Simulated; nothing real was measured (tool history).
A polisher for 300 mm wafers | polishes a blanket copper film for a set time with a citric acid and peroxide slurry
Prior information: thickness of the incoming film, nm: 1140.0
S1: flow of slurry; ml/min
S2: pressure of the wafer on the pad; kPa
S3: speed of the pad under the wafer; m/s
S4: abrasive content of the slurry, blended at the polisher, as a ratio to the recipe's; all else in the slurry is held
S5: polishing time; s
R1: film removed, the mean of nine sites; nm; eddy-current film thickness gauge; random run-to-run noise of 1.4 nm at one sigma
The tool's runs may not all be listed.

| run | hour | S1 | S2 | S3 | S4 | S5 | R1 |
|---|---|---|---|---|---|---|---|
| 1 | 0 | 300 | 25.5 | 0.76 | 1 | 50 | 90.333 |
| 2 | 6.7 | 300 | 25.5 | 0.82 | 1 | 50 | 100.73 |
| 3 | 8.6 | 300 | 26.9 | 0.82 | 1 | 50 | 100.61 |
| 4 | 17.1 | 300 | 26.9 | 0.82 | 1 | 52 | 107.77 |
| 5 | 23.3 | 300 | 28.3 | 0.82 | 1 | 52 | 112.6 |
| 6 | 32.3 | 300 | 29 | 0.82 | 1 | 52 | 112.25 |
| 7 | 35.6 | 300 | 30.3 | 0.82 | 1 | 52 | 119.66 |
| 8 | 40.4 | 300 | 31 | 0.82 | 1 | 52 | 121.52 |

Run 9, settings as shown, results not yet in. Your forecast:
| 9 | 43.4 | 300 | 31.7 | 0.82 | 1 | 52 | ? |

Run 9 yielded R1 120.97 nm.

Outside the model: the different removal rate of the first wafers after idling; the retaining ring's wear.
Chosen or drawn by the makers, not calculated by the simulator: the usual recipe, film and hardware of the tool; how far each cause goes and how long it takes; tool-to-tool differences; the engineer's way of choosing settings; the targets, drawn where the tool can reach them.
